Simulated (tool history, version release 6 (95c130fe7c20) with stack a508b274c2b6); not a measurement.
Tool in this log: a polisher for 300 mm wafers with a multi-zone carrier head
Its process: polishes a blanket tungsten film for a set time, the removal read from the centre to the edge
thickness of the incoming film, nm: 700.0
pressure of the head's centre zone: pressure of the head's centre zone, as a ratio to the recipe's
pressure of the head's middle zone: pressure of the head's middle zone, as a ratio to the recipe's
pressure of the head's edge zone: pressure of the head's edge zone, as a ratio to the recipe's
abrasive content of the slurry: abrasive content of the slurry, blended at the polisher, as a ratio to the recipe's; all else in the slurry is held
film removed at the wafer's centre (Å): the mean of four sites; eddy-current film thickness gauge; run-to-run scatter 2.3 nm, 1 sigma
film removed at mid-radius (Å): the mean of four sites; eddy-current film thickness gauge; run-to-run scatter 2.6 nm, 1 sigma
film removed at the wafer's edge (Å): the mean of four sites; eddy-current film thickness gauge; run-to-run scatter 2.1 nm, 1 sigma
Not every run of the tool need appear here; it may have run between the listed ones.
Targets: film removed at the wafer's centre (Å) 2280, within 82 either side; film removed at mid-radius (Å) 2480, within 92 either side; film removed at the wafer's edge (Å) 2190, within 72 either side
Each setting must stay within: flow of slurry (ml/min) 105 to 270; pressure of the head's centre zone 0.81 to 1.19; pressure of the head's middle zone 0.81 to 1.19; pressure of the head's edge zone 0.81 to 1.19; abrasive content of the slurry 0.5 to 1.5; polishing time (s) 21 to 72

run,day,flow of slurry (ml/min),pressure of the head's centre zone,pressure of the head's middle zone,pressure of the head's edge zone,abrasive content of the slurry,polishing time (s),film removed at the wafer's centre (Å),film removed at mid-radius (Å),film removed at the wafer's edge (Å)
1,0,175,1,1,1,1,46,2640.7,2836.4,2717.7
2,0.262,170,1,1,0.97,0.95,46,2655.6,2742.8,2649.2
3,0.392,170,1,1,0.97,0.95,38,2206.9,2271.3,2173.7
4,0.483,175,1,1.01,0.97,0.95,38,2242.1,2293.8,2195.9
5,0.571,180,1,1.03,0.97,0.95,38,2254,2372.8,2199.8
6,0.771,180,1,1.03,0.97,0.8,38,2178.7,2273,2107.5
7,0.979,185,1,1.04,0.97,0.8,38,2167.7,2287.9,2135.3
8,1.2,190,1,1.05,0.97,0.8,38,2156.5,2263.2,2114.8
9,1.267,210,1.02,1.15,0.99,0.95,38,2279.7,2621.7,2226.3
10,1.529,210,1.02,1.14,0.99,0.95,38,2281.6,2658,2211.5

Of the 5 settings listed for the next run, only one would bring every result within its allowed miss of target. Which one?
A,1.792,260,0.94,1.19,0.94,1.15,38,?,?,?
B,1.792,235,1.02,1.19,0.98,1.05,37,?,?,?
C,1.792,265,0.99,1.05,0.92,1,38,?,?,?
D,1.792,200,1.02,1.18,1,1,38,?,?,?
E,1.792,215,0.96,1.19,1.02,0.9,40,?,?,?

move,film removed at the wafer's centre (Å),film removed at mid-radius (Å),film removed at the wafer's edge (Å)
A,2211.9,2871.7,2293
B,2275,2721.6,2222.6
C,2271.6,2515.3,2217.8
D,2276.2,2708.1,2258.6
E,2228.2,2836.9,2366.2
A: its largest miss is bigger than the last run's
B: its largest miss is bigger than the last run's
C: in spec on every target
D: its largest miss is bigger than the last run's
E: its largest miss is bigger than the last run's
The right move is C.
